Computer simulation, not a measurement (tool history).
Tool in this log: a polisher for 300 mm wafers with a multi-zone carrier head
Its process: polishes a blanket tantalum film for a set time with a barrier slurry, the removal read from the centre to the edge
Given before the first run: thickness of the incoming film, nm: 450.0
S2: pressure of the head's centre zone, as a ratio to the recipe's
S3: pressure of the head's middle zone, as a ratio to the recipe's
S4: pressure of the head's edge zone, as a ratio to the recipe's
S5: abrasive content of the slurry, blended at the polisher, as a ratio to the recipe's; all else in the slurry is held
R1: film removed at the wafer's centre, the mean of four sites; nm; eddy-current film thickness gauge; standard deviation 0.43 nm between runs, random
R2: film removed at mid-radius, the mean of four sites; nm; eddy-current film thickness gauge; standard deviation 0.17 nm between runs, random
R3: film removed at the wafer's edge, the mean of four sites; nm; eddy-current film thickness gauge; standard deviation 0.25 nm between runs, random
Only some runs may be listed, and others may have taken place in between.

{"run": 1, "hour": 0.0, "flow of slurry (ml/min)": 255, "S2": 1, "S3": 1, "S4": 1, "S5": 1, "polishing time (s)": 32, "R1": 39.687, "R2": 39.121, "R3": 39.467}
{"run": 2, "hour": 5.2, "flow of slurry (ml/min)": 255, "S2": 1, "S3": 1, "S4": 1, "S5": 1.2, "polishing time (s)": 32, "R1": 41.072, "R2": 40.391, "R3": 40.276}
{"run": 3, "hour": 12.8, "flow of slurry (ml/min)": 255, "S2": 1, "S3": 1, "S4": 0.93, "S5": 1.2, "polishing time (s)": 32, "R1": 42.398, "R2": 40.872, "R3": 40.512}
{"run": 4, "hour": 18.9, "flow of slurry (ml/min)": 315, "S2": 1, "S3": 1, "S4": 0.93, "S5": 1.2, "polishing time (s)": 32, "R1": 42.818, "R2": 41.355, "R3": 39.814}
{"run": 5, "hour": 19.4, "flow of slurry (ml/min)": 315, "S2": 1, "S3": 1, "S4": 0.93, "S5": 1.2, "polishing time (s)": 27, "R1": 35.894, "R2": 34.624, "R3": 34.073}
{"run": 6, "hour": 23.4, "flow of slurry (ml/min)": 325, "S2": 1.02, "S3": 1, "S4": 0.91, "S5": 1, "polishing time (s)": 26, "R1": 35.008, "R2": 32.619, "R3": 31.612}

Run 7, settings as shown, results not yet in. Your forecast:
{"run": 7, "hour": 29.5, "flow of slurry (ml/min)": 330, "S2": 1.02, "S3": 0.99, "S4": 0.89, "S5": 0.85, "polishing time (s)": 25, "R1": "?", "R2": "?", "R3": "?"}

R1: 32.29 nm
R2: 30.282 nm
R3: 29.17 nm

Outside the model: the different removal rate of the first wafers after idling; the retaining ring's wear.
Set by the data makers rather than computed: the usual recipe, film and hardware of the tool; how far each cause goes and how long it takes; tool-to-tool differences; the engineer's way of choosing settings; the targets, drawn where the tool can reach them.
